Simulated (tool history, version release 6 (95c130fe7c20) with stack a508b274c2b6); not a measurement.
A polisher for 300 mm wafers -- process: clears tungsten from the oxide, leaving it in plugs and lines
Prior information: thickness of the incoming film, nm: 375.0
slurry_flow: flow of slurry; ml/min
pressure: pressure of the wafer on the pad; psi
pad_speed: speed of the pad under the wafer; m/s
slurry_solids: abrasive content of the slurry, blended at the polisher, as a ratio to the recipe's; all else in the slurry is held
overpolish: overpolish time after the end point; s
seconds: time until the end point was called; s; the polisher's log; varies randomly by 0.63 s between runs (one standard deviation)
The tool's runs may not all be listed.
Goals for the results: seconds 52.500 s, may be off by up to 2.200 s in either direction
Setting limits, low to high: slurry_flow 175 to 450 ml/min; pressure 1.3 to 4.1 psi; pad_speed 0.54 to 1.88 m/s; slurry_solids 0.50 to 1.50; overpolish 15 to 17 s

Run 1, day 0.000: slurry_flow 290 ml/min, pressure 2.7 psi, pad_speed 1.20 m/s, slurry_solids 1.00, overpolish 15 s. Result: seconds 73.070 s.
Run 2, day 0.304: slurry_flow 260 ml/min, pressure 2.7 psi, pad_speed 1.20 m/s, slurry_solids 1.00, overpolish 15 s. Result: seconds 73.078 s.
Run 3, day 0.667: slurry_flow 260 ml/min, pressure 3.2 psi, pad_speed 1.20 m/s, slurry_solids 1.00, overpolish 15 s. Result: seconds 63.471 s.
Run 4, day 0.779: slurry_flow 260 ml/min, pressure 3.4 psi, pad_speed 1.20 m/s, slurry_solids 1.00, overpolish 15 s. Result: seconds 58.073 s.
Run 5, day 0.954: slurry_flow 260 ml/min, pressure 3.4 psi, pad_speed 1.06 m/s, slurry_solids 1.00, overpolish 15 s. Result: seconds 66.361 s.
Run 6, day 1.304: slurry_flow 290 ml/min, pressure 3.4 psi, pad_speed 1.06 m/s, slurry_solids 1.00, overpolish 15 s. Result: seconds 63.825 s.
Run 7, day 1.533: slurry_flow 310 ml/min, pressure 3.5 psi, pad_speed 1.06 m/s, slurry_solids 1.00, overpolish 15 s. Result: seconds 62.247 s.
Run 8, day 1.708: slurry_flow 310 ml/min, pressure 3.7 psi, pad_speed 1.06 m/s, slurry_solids 1.00, overpolish 15 s. Result: seconds 59.467 s.
Run 9, day 1.888: slurry_flow 310 ml/min, pressure 3.8 psi, pad_speed 1.06 m/s, slurry_solids 1.00, overpolish 15 s. Result: seconds 58.141 s.
Run 10, day 2.125: slurry_flow 310 ml/min, pressure 3.9 psi, pad_speed 1.06 m/s, slurry_solids 1.00, overpolish 15 s. Result: seconds 56.692 s.

Which one of the following 4 next-run settings gets every result inside its allowed miss? There is exactly one.
Run A, day 2.362: slurry_flow 420 ml/min, pressure 3.9 psi, pad_speed 0.88 m/s, slurry_solids 1.05, overpolish 15 s. Result: seconds ?.
Run B, day 2.362: slurry_flow 305 ml/min, pressure 2.8 psi, pad_speed 1.26 m/s, slurry_solids 0.95, overpolish 15 s. Result: seconds ?.
Run C, day 2.362: slurry_flow 240 ml/min, pressure 3.9 psi, pad_speed 1.08 m/s, slurry_solids 0.95, overpolish 15 s. Result: seconds ?.
Run D, day 2.362: slurry_flow 365 ml/min, pressure 3.7 psi, pad_speed 1.18 m/s, slurry_solids 1.10, overpolish 15 s. Result: seconds ?.

move  seconds
   A   63.513
   B   69.158
   C   58.025
   D   53.466
A: its largest miss is bigger than the last run's
B: its largest miss is bigger than the last run's
C: its largest miss is bigger than the last run's
D: hits every target within its allowed miss
The right move is D.

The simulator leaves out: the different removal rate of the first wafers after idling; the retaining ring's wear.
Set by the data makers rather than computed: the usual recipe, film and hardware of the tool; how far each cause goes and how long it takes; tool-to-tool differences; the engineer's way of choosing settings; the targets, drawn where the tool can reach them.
